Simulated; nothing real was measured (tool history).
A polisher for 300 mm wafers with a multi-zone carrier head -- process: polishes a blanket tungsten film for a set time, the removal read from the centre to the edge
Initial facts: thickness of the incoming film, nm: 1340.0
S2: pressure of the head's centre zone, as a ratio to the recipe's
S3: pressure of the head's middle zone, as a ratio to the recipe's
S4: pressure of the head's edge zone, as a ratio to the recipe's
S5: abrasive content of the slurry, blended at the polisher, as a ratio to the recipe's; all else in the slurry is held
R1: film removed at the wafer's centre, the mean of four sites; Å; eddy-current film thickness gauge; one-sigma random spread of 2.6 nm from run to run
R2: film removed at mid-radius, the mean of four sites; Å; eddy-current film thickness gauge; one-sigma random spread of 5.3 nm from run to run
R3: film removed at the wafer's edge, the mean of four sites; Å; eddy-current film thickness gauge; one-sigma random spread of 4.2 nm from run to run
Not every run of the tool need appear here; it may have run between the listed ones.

{"run": 1, "hour": 0.0, "flow of slurry (ml/min)": 265, "S2": 1.0, "S3": 1.0, "S4": 1.0, "S5": 1.0, "polishing time (s)": 35, "R1": 2822.7, "R2": 2813.7, "R3": 2865.1}
{"run": 2, "hour": 4.6, "flow of slurry (ml/min)": 265, "S2": 1.0, "S3": 1.0, "S4": 1.08, "S5": 1.0, "polishing time (s)": 35, "R1": 2828.4, "R2": 2912.5, "R3": 2945.8}
{"run": 3, "hour": 8.8, "flow of slurry (ml/min)": 265, "S2": 1.0, "S3": 1.0, "S4": 1.08, "S5": 1.15, "polishing time (s)": 35, "R1": 2964.9, "R2": 3041.7, "R3": 3074.2}
{"run": 4, "hour": 15.6, "flow of slurry (ml/min)": 265, "S2": 1.0, "S3": 0.93, "S4": 1.08, "S5": 1.15, "polishing time (s)": 35, "R1": 2915.1, "R2": 2842.3, "R3": 3117.6}
{"run": 5, "hour": 16.7, "flow of slurry (ml/min)": 270, "S2": 1.01, "S3": 0.94, "S4": 1.11, "S5": 1.25, "polishing time (s)": 38, "R1": 3334.9, "R2": 3151.4, "R3": 3514.5}
{"run": 6, "hour": 25.5, "flow of slurry (ml/min)": 270, "S2": 1.01, "S3": 0.94, "S4": 1.11, "S5": 1.4, "polishing time (s)": 38, "R1": 3444.2, "R2": 3235.2, "R3": 3646.6}
{"run": 7, "hour": 30.9, "flow of slurry (ml/min)": 275, "S2": 1.01, "S3": 0.97, "S4": 1.13, "S5": 1.45, "polishing time (s)": 40, "R1": 3673.3, "R2": 3543.7, "R3": 3931.6}

Run 8 is up next; what results do you expect?
{"run": 8, "hour": 36.4, "flow of slurry (ml/min)": 285, "S2": 1.02, "S3": 0.99, "S4": 1.15, "S5": 1.45, "polishing time (s)": 41, "R1": "?", "R2": "?", "R3": "?"}

Run 8 yielded R1 3830.2 Å, R2 3717.4 Å, R3 4046.8 Å.
